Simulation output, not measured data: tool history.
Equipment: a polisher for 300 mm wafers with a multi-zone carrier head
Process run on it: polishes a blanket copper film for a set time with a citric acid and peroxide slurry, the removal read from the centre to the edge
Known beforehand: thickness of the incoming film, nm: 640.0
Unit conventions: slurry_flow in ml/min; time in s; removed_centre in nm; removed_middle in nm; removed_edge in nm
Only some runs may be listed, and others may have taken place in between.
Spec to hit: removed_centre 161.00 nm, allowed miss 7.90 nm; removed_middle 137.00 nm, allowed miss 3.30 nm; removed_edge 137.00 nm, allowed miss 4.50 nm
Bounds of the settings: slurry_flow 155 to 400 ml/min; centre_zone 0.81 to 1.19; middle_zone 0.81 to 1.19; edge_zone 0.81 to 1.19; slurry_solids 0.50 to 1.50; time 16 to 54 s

run  hour  slurry_flow  centre_zone  middle_zone  edge_zone  slurry_solids  time  removed_centre  removed_middle  removed_edge
  1   0.0          255         1.00         1.00       1.00           1.00    35          122.99          122.40        123.30
  2   4.0          265         1.04         1.01       1.02           1.05    35          126.95          124.56        128.46
  3   8.4          270         1.07         1.01       0.99           1.10    35          137.51          126.38        126.94
  4  13.0          270         1.07         1.01       0.91           1.10    35          136.34          126.44        123.70
  5  16.5          280         1.09         1.02       0.93           1.15    35          142.85          128.88        124.43
  6  17.5          305         1.09         1.02       0.93           1.15    35          139.25          130.47        125.18
  7  20.8          300         1.10         1.02       0.95           1.20    35          143.91          133.05        126.85
  8  28.4          300         1.10         1.02       0.95           1.20    35          144.00          131.86        127.29
  9  30.1          300         1.11         1.02       0.97           1.25    35          146.48          132.10        128.82

Which of these 4 next moves meets every target?
  A  31.8          230         1.08         1.10       0.94           1.15    34               ?               ?             ?
  B  31.8          290         1.15         1.02       0.99           1.35    36               ?               ?             ?
  C  31.8          320         1.03         0.96       0.95           1.35    36               ?               ?             ?
  D  31.8          345         1.00         1.03       1.01           1.15    36               ?               ?             ?

move  removed_centre  removed_middle  removed_edge
   A          130.59          130.30        118.97
   B          156.22          137.97        135.77
   C          141.16          133.29        134.28
   D          133.68          136.77        134.26
A: misses by more than the last run did
B: every result lands within tolerance
C: misses by more than the last run did
D: misses by more than the last run did
Go with B: it meets all targets.
